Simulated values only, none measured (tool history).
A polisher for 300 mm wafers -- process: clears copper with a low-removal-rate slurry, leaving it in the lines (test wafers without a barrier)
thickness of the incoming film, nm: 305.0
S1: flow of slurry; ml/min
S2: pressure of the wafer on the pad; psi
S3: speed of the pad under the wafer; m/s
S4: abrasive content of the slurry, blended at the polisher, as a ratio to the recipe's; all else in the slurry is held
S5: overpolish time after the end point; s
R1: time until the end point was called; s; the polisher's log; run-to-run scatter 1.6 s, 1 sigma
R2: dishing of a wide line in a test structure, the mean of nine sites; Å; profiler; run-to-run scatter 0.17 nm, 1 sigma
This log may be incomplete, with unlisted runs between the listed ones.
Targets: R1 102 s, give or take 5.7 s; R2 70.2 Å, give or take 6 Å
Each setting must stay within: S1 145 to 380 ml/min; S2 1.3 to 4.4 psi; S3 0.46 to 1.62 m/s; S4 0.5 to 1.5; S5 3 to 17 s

{"run": 1, "hour": 0.0, "S1": 245, "S2": 2.8, "S3": 1.04, "S4": 1, "S5": 9, "R1": 111.04, "R2": 159.43}
{"run": 2, "hour": 2.2, "S1": 245, "S2": 2.8, "S3": 1.04, "S4": 1.2, "S5": 9, "R1": 110.28, "R2": 162.31}
{"run": 3, "hour": 4.9, "S1": 285, "S2": 2.8, "S3": 1.04, "S4": 1.2, "S5": 9, "R1": 110.22, "R2": 158.4}
{"run": 4, "hour": 6.0, "S1": 250, "S2": 2.8, "S3": 1.04, "S4": 1.2, "S5": 9, "R1": 107.83, "R2": 160.37}
{"run": 5, "hour": 7.5, "S1": 250, "S2": 3.3, "S3": 1.04, "S4": 1.2, "S5": 9, "R1": 93.724, "R2": 187.55}
{"run": 6, "hour": 15.9, "S1": 250, "S2": 3.3, "S3": 1.04, "S4": 1, "S5": 9, "R1": 96.452, "R2": 185.37}
{"run": 7, "hour": 18.7, "S1": 270, "S2": 3, "S3": 1.1, "S4": 1.05, "S5": 8, "R1": 99.782, "R2": 163.28}
{"run": 8, "hour": 26.8, "S1": 285, "S2": 2.7, "S3": 1.16, "S4": 1.1, "S5": 7, "R1": 100.97, "R2": 144.75}
{"run": 9, "hour": 31.5, "S1": 300, "S2": 2.5, "S3": 1.2, "S4": 1.15, "S5": 6, "R1": 105.09, "R2": 121.75}
{"run": 10, "hour": 38.5, "S1": 310, "S2": 2.3, "S3": 1.26, "S4": 1.2, "S5": 6, "R1": 109.02, "R2": 124}
{"run": 11, "hour": 40.6, "S1": 320, "S2": 2.4, "S3": 1.2, "S4": 1.25, "S5": 6, "R1": 107.06, "R2": 122.14}
{"run": 12, "hour": 43.0, "S1": 330, "S2": 2.4, "S3": 1.2, "S4": 1.3, "S5": 6, "R1": 104.17, "R2": 129.66}

Exactly one of the 4 candidate moves below puts every result within its allowed miss. Which one?
{"run": "A", "hour": 45.4, "S1": 320, "S2": 2.4, "S3": 1.04, "S4": 1.3, "S5": 3, "R1": "?", "R2": "?"}
{"run": "B", "hour": 45.4, "S1": 335, "S2": 2.3, "S3": 1.1, "S4": 1.2, "S5": 3, "R1": "?", "R2": "?"}
{"run": "C", "hour": 45.4, "S1": 330, "S2": 2.2, "S3": 1.16, "S4": 1.1, "S5": 3, "R1": "?", "R2": "?"}
{"run": "D", "hour": 45.4, "S1": 335, "S2": 2.2, "S3": 1.36, "S4": 1.3, "S5": 3, "R1": "?", "R2": "?"}

move=A R1=119.32 R2=61.481
move=B R1=119.44 R2=61.402
move=C R1=120.91 R2=60.699
move=D R1=99.535 R2=72.3
A: the result that was furthest off in the last run now lies on the other side of its target
B: the result that was furthest off in the last run now lies on the other side of its target
C: the result that was furthest off in the last run now lies on the other side of its target
D: every result within its allowed miss
Go with D: it meets all targets.
